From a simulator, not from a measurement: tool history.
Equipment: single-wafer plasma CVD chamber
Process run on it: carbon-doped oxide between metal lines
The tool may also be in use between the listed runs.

run,hour,heater temperature setpoint (K),chamber pressure (mTorr),RF power (kW),deposition time (s),mean film thickness on the monitor wafer (Å)
1,0.0,643.15,5390,0.575,22.4,1104.6
2,5.9,643.15,5390,0.575,22.4,1110.6
3,7.4,632.15,5390,0.575,22.4,1129.6
4,14.4,632.15,5390,0.575,22.4,1132.5
# hour 16.6: RF generator calibrated
5,16.6,632.15,5390,0.575,22.4,1167.2
6,17.5,632.15,4990,0.575,22.4,1164.8

Forecast run 7:
7,22.9,637.15,5250,0.570,22.4,?

Run 7 came out at mean film thickness on the monitor wafer (Å) 1155.3.

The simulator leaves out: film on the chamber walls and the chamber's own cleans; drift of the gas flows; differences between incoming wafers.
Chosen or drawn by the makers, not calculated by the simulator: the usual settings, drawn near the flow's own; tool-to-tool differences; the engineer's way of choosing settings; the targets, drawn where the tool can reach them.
